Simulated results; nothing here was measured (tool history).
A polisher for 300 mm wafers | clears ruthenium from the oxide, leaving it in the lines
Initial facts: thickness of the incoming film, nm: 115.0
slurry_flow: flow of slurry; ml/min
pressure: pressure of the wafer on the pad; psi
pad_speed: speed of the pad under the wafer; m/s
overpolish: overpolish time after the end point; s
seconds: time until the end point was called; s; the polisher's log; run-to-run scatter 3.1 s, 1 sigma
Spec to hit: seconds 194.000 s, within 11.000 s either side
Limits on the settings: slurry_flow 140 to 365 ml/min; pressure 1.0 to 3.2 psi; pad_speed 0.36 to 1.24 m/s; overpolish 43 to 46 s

run 1 hour=0.0 | slurry_flow=235 pressure=2.1 pad_speed=0.80 overpolish=43 | seconds=110.720
run 2 hour=2.6 | slurry_flow=235 pressure=2.3 pad_speed=0.80 overpolish=43 | seconds=99.065
run 3 hour=3.6 | slurry_flow=290 pressure=2.3 pad_speed=0.80 overpolish=43 | seconds=99.326
run 4 hour=12.3 | slurry_flow=290 pressure=2.3 pad_speed=1.00 overpolish=43 | seconds=83.309
run 5 hour=13.0 | slurry_flow=290 pressure=2.1 pad_speed=0.96 overpolish=43 | seconds=95.691
run 6 hour=15.8 | slurry_flow=330 pressure=2.1 pad_speed=0.96 overpolish=43 | seconds=93.581
run 7 hour=19.8 | slurry_flow=325 pressure=1.5 pad_speed=0.76 overpolish=43 | seconds=159.560
run 8 hour=27.6 | slurry_flow=325 pressure=1.1 pad_speed=0.74 overpolish=43 | seconds=205.950

Pick the move, out of 4, that brings all results within their allowed miss; only one does.
run A hour=35.4 | slurry_flow=335 pressure=1.1 pad_speed=0.64 overpolish=43 | seconds=?
run B hour=35.4 | slurry_flow=365 pressure=1.1 pad_speed=0.64 overpolish=43 | seconds=?
run C hour=35.4 | slurry_flow=230 pressure=1.1 pad_speed=0.88 overpolish=43 | seconds=?
run D hour=35.4 | slurry_flow=320 pressure=1.0 pad_speed=0.78 overpolish=43 | seconds=?

move=A seconds=228.360
move=B seconds=227.160
move=C seconds=187.640
move=D seconds=218.920
A: lands further from the targets than the last run did
B: lands further from the targets than the last run did
C: each result inside its tolerance
D: lands further from the targets than the last run did
Go with C: it meets all targets.
